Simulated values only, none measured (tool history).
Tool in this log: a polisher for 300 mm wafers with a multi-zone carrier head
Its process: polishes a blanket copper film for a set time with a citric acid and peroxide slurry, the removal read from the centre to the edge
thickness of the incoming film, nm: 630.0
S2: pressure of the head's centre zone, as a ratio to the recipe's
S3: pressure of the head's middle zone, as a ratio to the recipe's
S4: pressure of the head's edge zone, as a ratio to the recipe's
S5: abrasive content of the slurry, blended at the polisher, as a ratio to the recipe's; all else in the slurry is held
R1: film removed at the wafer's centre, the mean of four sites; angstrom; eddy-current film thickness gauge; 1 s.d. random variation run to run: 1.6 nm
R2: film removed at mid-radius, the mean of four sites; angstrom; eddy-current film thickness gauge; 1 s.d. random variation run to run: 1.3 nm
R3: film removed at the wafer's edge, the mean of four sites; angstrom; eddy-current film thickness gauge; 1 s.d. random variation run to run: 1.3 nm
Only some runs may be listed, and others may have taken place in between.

{"run": 1, "hour": 0.0, "flow of slurry (ml/min)": 270, "S2": 1, "S3": 1, "S4": 1, "S5": 1, "polishing time (s)": 74, "R1": 1907.8, "R2": 1778.3, "R3": 1903.1}
{"run": 2, "hour": 5.0, "flow of slurry (ml/min)": 260, "S2": 0.99, "S3": 0.94, "S4": 0.98, "S5": 0.85, "polishing time (s)": 72, "R1": 1784.5, "R2": 1543.1, "R3": 1770.9}
{"run": 3, "hour": 7.9, "flow of slurry (ml/min)": 330, "S2": 0.99, "S3": 0.94, "S4": 0.98, "S5": 0.85, "polishing time (s)": 72, "R1": 1794.3, "R2": 1627.3, "R3": 1795.8}
{"run": 4, "hour": 10.1, "flow of slurry (ml/min)": 315, "S2": 0.97, "S3": 0.9, "S4": 0.94, "S5": 0.75, "polishing time (s)": 71, "R1": 1661.1, "R2": 1499.1, "R3": 1677.2}
{"run": 5, "hour": 15.6, "flow of slurry (ml/min)": 290, "S2": 0.97, "S3": 0.87, "S4": 0.92, "S5": 0.65, "polishing time (s)": 71, "R1": 1628.9, "R2": 1414.3, "R3": 1634.8}
{"run": 6, "hour": 24.0, "flow of slurry (ml/min)": 275, "S2": 0.97, "S3": 0.85, "S4": 0.91, "S5": 0.6, "polishing time (s)": 70, "R1": 1556.8, "R2": 1335.8, "R3": 1535.9}
{"run": 7, "hour": 28.5, "flow of slurry (ml/min)": 255, "S2": 0.97, "S3": 0.84, "S4": 0.92, "S5": 0.6, "polishing time (s)": 70, "R1": 1576.4, "R2": 1303.5, "R3": 1551.5}

What does the tool deliver on the next run?
{"run": 8, "hour": 34.9, "flow of slurry (ml/min)": 245, "S2": 0.96, "S3": 0.83, "S4": 0.91, "S5": 0.6, "polishing time (s)": 70, "R1": "?", "R2": "?", "R3": "?"}

{"run 8": {"R1": 1568, "R2": 1295.1, "R3": 1552.6}}
